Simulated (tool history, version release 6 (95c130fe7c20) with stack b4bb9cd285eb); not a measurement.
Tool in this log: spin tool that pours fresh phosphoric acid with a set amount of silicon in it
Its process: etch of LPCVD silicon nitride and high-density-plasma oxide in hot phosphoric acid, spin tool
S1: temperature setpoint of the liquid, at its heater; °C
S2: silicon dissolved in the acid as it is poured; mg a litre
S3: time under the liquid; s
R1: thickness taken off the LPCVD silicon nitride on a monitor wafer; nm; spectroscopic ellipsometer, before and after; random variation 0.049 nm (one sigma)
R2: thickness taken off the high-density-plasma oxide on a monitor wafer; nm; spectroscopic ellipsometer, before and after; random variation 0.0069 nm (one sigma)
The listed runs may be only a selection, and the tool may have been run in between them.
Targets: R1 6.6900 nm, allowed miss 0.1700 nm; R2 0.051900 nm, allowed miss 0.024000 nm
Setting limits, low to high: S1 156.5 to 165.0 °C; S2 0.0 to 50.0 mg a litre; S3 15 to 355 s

run 1 hour=0.0 | S1=160.0 S2=29.0 S3=180 | R1=15.1990 R2=0.294940
run 2 hour=6.9 | S1=160.0 S2=23.0 S3=180 | R1=15.1490 R2=0.368330
run 3 hour=9.9 | S1=159.0 S2=30.0 S3=145 | R1=11.8210 R2=0.155080
run 4 hour=18.5 | S1=158.5 S2=29.5 S3=125 | R1=9.9018 R2=0.142220
run 5 hour=19.6 | S1=158.0 S2=31.5 S3=115 | R1=9.1145 R2=0.162200
run 6 hour=27.6 | S1=156.5 S2=31.5 S3=115 | R1=8.5850 R2=0.164520
run 7 hour=29.0 | S1=156.5 S2=36.5 S3=105 | R1=7.8895 R2=0.097441
run 8 hour=30.3 | S1=156.5 S2=38.5 S3=100 | R1=7.5782 R2=0.080039
run 9 hour=34.9 | S1=156.5 S2=46.5 S3=75 | R1=5.6439 R2=0.035000
run 10 hour=35.7 | S1=157.5 S2=44.0 S3=75 | R1=5.8683 R2=0.041343
run 11 hour=36.3 | S1=158.0 S2=42.5 S3=75 | R1=5.8872 R2=0.046273
run 12 hour=37.6 | S1=158.0 S2=42.5 S3=75 | R1=5.9493 R2=0.044951
run 13 hour=40.6 | S1=158.5 S2=41.5 S3=80 | R1=6.4620 R2=0.049443
run 14 hour=46.3 | S1=158.5 S2=41.0 S3=80 | R1=6.4564 R2=0.056971
run 15 hour=47.5 | S1=158.5 S2=41.5 S3=80 | R1=6.4086 R2=0.059050

Exercise: of the 5 proposed moves below, exactly one satisfies all targets within the stated allowed misses. Which move is it?
run A hour=48.7 | S1=157.5 S2=43.0 S3=85 | R1=? R2=?
run B hour=48.7 | S1=161.0 S2=46.5 S3=70 | R1=? R2=?
run C hour=48.7 | S1=158.0 S2=43.0 S3=80 | R1=? R2=?
run D hour=48.7 | S1=158.5 S2=41.5 S3=75 | R1=? R2=?
run E hour=48.7 | S1=158.5 S2=38.5 S3=75 | R1=? R2=?

move=A R1=6.6044 R2=0.041267
move=B R1=6.1199 R2=0.038392
move=C R1=6.3223 R2=0.040321
move=D R1=6.0284 R2=0.044145
move=E R1=6.0284 R2=0.053954
A: meets every target
B: its largest miss is bigger than the last run's
C: its largest miss is bigger than the last run's
D: its largest miss is bigger than the last run's
E: its largest miss is bigger than the last run's
A is the move that brings every result within its allowed miss.
